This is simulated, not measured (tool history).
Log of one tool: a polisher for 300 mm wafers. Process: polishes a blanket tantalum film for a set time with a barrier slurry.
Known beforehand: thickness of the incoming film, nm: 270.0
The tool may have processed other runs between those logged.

run	hour	flow of slurry (ml/min)	pressure of the wafer on the pad (psi)	speed of the pad under the wafer (cm/s)	abrasive content of the slurry	polishing time (s)	film removed (Å)
1	0.0	315	2.4	122	1.00	21	607.85
2	3.8	315	2.4	122	1.15	21	624.99
3	7.9	265	2.4	122	1.15	21	605.72
4	9.5	260	2.2	122	1.15	21	566.78
5	17.1	260	2.0	122	1.15	21	510.95
6	23.0	260	2.0	94	1.15	21	444.10

Run 7 comes next. What will it give?
7	27.0	260	1.7	94	1.15	21	?

{"run 7": {"film removed (Å)": 379.02}}
